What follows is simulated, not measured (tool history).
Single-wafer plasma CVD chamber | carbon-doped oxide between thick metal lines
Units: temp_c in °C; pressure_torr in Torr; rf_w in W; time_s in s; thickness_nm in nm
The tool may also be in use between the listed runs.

run 1 hour=0 | temp_c=370 pressure_torr=5.52 rf_w=520 time_s=132 | thickness_nm=674.55
run 2 hour=0.5 | temp_c=370 pressure_torr=5.52 rf_w=465 time_s=132 | thickness_nm=629.24
run 3 hour=8.7 | temp_c=370 pressure_torr=5.52 rf_w=465 time_s=137 | thickness_nm=650.95
run 4 hour=16.7 | temp_c=370 pressure_torr=5.52 rf_w=525 time_s=137 | thickness_nm=698.63
run 5 hour=22.2 | temp_c=370 pressure_torr=5.52 rf_w=525 time_s=132 | thickness_nm=670.57
run 6 hour=26.1 | temp_c=370 pressure_torr=5.52 rf_w=560 time_s=132 | thickness_nm=706.27

Run 7 comes next. What will it give?
-- hour=34.4 capacitance manometer re-zeroed and calibrated
run 7 hour=34.4 | temp_c=370 pressure_torr=5.62 rf_w=575 time_s=132 | thickness_nm=?

thickness_nm: 709.99 nm
